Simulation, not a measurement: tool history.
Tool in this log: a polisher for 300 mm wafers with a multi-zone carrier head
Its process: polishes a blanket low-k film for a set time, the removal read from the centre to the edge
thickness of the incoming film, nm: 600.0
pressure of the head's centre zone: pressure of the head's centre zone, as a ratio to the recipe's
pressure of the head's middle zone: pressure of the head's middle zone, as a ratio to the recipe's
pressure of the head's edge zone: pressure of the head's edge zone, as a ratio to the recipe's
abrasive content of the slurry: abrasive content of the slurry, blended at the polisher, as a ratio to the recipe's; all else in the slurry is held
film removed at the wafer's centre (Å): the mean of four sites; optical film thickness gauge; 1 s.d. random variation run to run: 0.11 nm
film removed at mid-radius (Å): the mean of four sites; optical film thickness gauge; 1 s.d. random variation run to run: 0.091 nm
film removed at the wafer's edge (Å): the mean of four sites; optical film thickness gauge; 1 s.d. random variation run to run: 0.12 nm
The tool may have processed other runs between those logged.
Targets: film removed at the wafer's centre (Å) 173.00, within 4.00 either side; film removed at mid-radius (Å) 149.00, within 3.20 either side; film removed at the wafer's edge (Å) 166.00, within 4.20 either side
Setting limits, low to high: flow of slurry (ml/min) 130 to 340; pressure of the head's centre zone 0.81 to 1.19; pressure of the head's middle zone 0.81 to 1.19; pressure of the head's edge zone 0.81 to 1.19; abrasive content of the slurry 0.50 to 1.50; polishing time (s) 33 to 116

run,hour,flow of slurry (ml/min),pressure of the head's centre zone,pressure of the head's middle zone,pressure of the head's edge zone,abrasive content of the slurry,polishing time (s),film removed at the wafer's centre (Å),film removed at mid-radius (Å),film removed at the wafer's edge (Å)
1,0.0,220,1.00,1.00,1.00,1.00,74,356.41,320.27,321.97
2,4.0,205,0.97,0.95,0.96,0.85,67,274.28,244.47,251.52
3,5.8,190,0.95,0.91,0.93,0.75,66,234.59,208.52,219.99
4,7.4,190,0.95,0.91,0.93,0.75,76,271.43,240.80,254.47
5,11.4,240,0.95,0.91,0.93,0.75,76,279.83,245.14,260.29
6,17.4,280,0.95,0.91,0.93,0.75,76,288.75,251.46,259.23
# hour 23.1: centre zone pressure recalibrated
7,23.1,280,0.95,0.91,0.93,0.75,76,269.99,254.00,263.66
8,27.9,245,0.93,0.88,0.90,0.70,73,235.20,216.30,232.29
9,34.8,235,0.94,0.86,0.88,0.65,71,210.80,191.89,205.45
10,43.2,210,0.95,0.85,0.87,0.60,71,190.28,170.92,183.79

Next run, 4 choices. One meets every target within its allowed miss, the rest don't. Which?
A,51.6,265,1.06,1.10,0.81,0.90,42,?,?,?
B,51.6,240,0.85,1.14,0.81,0.55,76,?,?,?
C,51.6,230,1.06,0.85,0.81,0.50,86,?,?,?
D,51.6,130,0.99,0.84,0.86,0.65,63,?,?,?

move,film removed at the wafer's centre (Å),film removed at mid-radius (Å),film removed at the wafer's edge (Å)
A,188.89,188.84,158.75
B,166.72,214.31,174.96
C,201.93,163.19,171.67
D,172.00,149.43,168.13
A: lands further from the targets than the last run did
B: lands further from the targets than the last run did
C: lands further from the targets than the last run did
D: meets every target
The move that meets every target is D.
